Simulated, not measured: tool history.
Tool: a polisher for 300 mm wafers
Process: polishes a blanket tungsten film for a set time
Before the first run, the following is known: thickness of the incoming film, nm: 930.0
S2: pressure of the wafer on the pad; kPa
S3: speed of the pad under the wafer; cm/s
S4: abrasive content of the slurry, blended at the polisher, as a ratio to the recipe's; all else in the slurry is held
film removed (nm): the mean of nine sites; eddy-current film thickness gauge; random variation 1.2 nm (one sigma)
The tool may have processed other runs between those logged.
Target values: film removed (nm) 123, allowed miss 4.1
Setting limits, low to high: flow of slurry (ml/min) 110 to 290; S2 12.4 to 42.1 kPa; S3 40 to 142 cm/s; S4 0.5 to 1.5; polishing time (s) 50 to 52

Run 1, hour 0: flow of slurry (ml/min) 185, S2 26.9 kPa, S3 90 cm/s, S4 1, polishing time (s) 50. Result: film removed (nm) 211.01.
Run 2, hour 3.7: flow of slurry (ml/min) 185, S2 26.9 kPa, S3 104 cm/s, S4 1, polishing time (s) 50. Result: film removed (nm) 242.23.
Run 3, hour 11.9: flow of slurry (ml/min) 180, S2 22.1 kPa, S3 100 cm/s, S4 1, polishing time (s) 50. Result: film removed (nm) 200.03.
Run 4, hour 19.8: flow of slurry (ml/min) 180, S2 18.6 kPa, S3 94 cm/s, S4 1, polishing time (s) 50. Result: film removed (nm) 163.09.
Run 5, hour 24.9: flow of slurry (ml/min) 205, S2 18.6 kPa, S3 94 cm/s, S4 1, polishing time (s) 50. Result: film removed (nm) 166.33.
Run 6, hour 32.7: flow of slurry (ml/min) 245, S2 18.6 kPa, S3 94 cm/s, S4 1, polishing time (s) 50. Result: film removed (nm) 172.19.
Run 7, hour 40.8: flow of slurry (ml/min) 240, S2 16.5 kPa, S3 92 cm/s, S4 1, polishing time (s) 50. Result: film removed (nm) 153.8.
Run 8, hour 42.8: flow of slurry (ml/min) 235, S2 15.2 kPa, S3 90 cm/s, S4 1, polishing time (s) 50. Result: film removed (nm) 139.27.
Run 9, hour 47.1: flow of slurry (ml/min) 230, S2 14.5 kPa, S3 90 cm/s, S4 1, polishing time (s) 50. Result: film removed (nm) 133.55.
Run 10, hour 52.4: flow of slurry (ml/min) 220, S2 13.8 kPa, S3 90 cm/s, S4 1, polishing time (s) 50. Result: film removed (nm) 128.25.
Run 11, hour 60.7: flow of slurry (ml/min) 215, S2 13.8 kPa, S3 90 cm/s, S4 1, polishing time (s) 50. Result: film removed (nm) 129.
Run 12, hour 64.5: flow of slurry (ml/min) 210, S2 13.8 kPa, S3 90 cm/s, S4 1, polishing time (s) 50. Result: film removed (nm) 128.73.

Pick the move, out of 5, that brings all results within their allowed miss; only one does.
Run A, hour 68.3: flow of slurry (ml/min) 215, S2 15.9 kPa, S3 74 cm/s, S4 1.05, polishing time (s) 52. Result: film removed (nm) ?.
Run B, hour 68.3: flow of slurry (ml/min) 210, S2 12.4 kPa, S3 84 cm/s, S4 1.1, polishing time (s) 50. Result: film removed (nm) ?.
Run C, hour 68.3: flow of slurry (ml/min) 240, S2 13.8 kPa, S3 74 cm/s, S4 1.1, polishing time (s) 50. Result: film removed (nm) ?.
Run D, hour 68.3: flow of slurry (ml/min) 205, S2 14.5 kPa, S3 84 cm/s, S4 1.45, polishing time (s) 50. Result: film removed (nm) ?.
Run E, hour 68.3: flow of slurry (ml/min) 175, S2 13.1 kPa, S3 98 cm/s, S4 0.8, polishing time (s) 52. Result: film removed (nm) ?.

move  film removed (nm)
   A             122.92
   B             113.23
   C             109.51
   D             132.73
   E             129.98
A: every result lands within tolerance
B: takes the result that was furthest off past its target
C: takes the result that was furthest off past its target
D: its largest miss is bigger than the last run's
E: its largest miss is bigger than the last run's
Move A is the one to make.
